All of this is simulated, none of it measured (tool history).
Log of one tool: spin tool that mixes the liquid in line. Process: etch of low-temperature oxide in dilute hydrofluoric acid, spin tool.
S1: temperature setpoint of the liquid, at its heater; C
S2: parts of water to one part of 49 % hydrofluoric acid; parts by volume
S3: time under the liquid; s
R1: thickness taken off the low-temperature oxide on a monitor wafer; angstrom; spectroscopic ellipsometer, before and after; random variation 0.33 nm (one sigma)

{"run": 1, "hour": 0.0, "S1": 23.0, "S2": 280, "S3": 270, "R1": 148.02}
{"run": 2, "hour": 6.9, "S1": 24.5, "S2": 240, "S3": 270, "R1": 189.24}
{"run": 3, "hour": 11.8, "S1": 24.5, "S2": 305, "S3": 270, "R1": 139.62}
{"run": 4, "hour": 19.5, "S1": 24.5, "S2": 365, "S3": 270, "R1": 109.0}
{"run": 5, "hour": 22.4, "S1": 25.5, "S2": 305, "S3": 275, "R1": 145.99}
{"run": 6, "hour": 27.3, "S1": 24.0, "S2": 305, "S3": 275, "R1": 137.9}
{"run": 7, "hour": 33.4, "S1": 25.0, "S2": 260, "S3": 275, "R1": 176.04}
{"run": 8, "hour": 37.6, "S1": 26.0, "S2": 220, "S3": 280, "R1": 229.18}
{"run": 9, "hour": 45.2, "S1": 27.0, "S2": 190, "S3": 280, "R1": 284.9}
{"run": 10, "hour": 51.3, "S1": 27.5, "S2": 170, "S3": 280, "R1": 335.6}
{"run": 11, "hour": 56.0, "S1": 28.0, "S2": 155, "S3": 280, "R1": 376.21}
{"run": 12, "hour": 64.2, "S1": 28.5, "S2": 145, "S3": 280, "R1": 417.38}

Run 13 comes next. What will it give?
{"run": 13, "hour": 72.4, "S1": 29.0, "S2": 140, "S3": 280, "R1": "?"}

R1: 445.30 angstrom
